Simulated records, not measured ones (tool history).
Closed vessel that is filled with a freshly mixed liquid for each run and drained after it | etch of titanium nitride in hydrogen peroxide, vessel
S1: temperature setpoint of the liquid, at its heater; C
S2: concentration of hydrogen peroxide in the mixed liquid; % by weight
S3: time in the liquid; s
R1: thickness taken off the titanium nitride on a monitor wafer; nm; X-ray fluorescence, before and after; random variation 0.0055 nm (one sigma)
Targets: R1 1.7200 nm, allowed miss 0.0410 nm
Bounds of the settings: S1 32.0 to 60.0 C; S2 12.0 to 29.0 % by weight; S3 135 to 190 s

run,hour,S1,S2,S3,R1
1,0.0,44.0,19.5,190,5.5996
2,3.2,41.5,18.0,180,4.2945
3,10.3,34.5,18.0,180,2.5090
4,16.7,32.0,18.0,180,2.0432
5,21.9,32.0,17.0,170,1.9068
6,23.5,32.0,16.5,170,1.8968
7,30.0,32.0,16.0,170,1.8857
8,32.3,32.0,15.5,170,1.8703
9,33.5,32.0,15.0,170,1.8486
10,34.8,32.0,14.5,170,1.8445
11,41.2,32.0,14.0,165,1.7867
12,43.1,32.0,13.5,165,1.7723

4 next moves are on the table. One of them brings every result within its allowed miss. Which?
A,45.0,32.0,14.5,170,?
B,45.0,33.5,12.0,135,?
C,45.0,32.0,18.0,150,?
D,45.0,32.0,12.0,155,?

move,R1
A,1.8471
B,1.5911
C,1.7060
D,1.6188
A: further off than the last run
B: takes the result that was furthest off past its target
C: meets every target
D: takes the result that was furthest off past its target
The right move is C.

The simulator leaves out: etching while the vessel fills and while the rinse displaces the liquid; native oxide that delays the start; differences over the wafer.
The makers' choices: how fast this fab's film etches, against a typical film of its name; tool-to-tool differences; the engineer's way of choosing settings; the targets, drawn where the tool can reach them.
